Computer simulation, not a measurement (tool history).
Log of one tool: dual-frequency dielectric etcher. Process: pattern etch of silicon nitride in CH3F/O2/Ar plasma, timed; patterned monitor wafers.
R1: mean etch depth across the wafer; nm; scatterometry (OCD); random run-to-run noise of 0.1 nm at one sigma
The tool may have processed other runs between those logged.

run 1 hour=0.0 | source_power_(kW)=0.320 bias_power_(kW)=0.073 etch_time_(s)=28 | R1=17.857
run 2 hour=5.0 | source_power_(kW)=0.340 bias_power_(kW)=0.074 etch_time_(s)=28 | R1=18.306
run 3 hour=6.3 | source_power_(kW)=0.340 bias_power_(kW)=0.065 etch_time_(s)=28 | R1=17.564
run 4 hour=11.0 | source_power_(kW)=0.340 bias_power_(kW)=0.065 etch_time_(s)=28 | R1=17.431
run 5 hour=16.1 | source_power_(kW)=0.360 bias_power_(kW)=0.067 etch_time_(s)=28 | R1=18.255
run 6 hour=22.9 | source_power_(kW)=0.380 bias_power_(kW)=0.068 etch_time_(s)=28 | R1=18.613

For run 7, what comes out?
run 7 hour=28.5 | source_power_(kW)=0.390 bias_power_(kW)=0.070 etch_time_(s)=28 | R1=?

{"run 7": {"R1": 19.168}}

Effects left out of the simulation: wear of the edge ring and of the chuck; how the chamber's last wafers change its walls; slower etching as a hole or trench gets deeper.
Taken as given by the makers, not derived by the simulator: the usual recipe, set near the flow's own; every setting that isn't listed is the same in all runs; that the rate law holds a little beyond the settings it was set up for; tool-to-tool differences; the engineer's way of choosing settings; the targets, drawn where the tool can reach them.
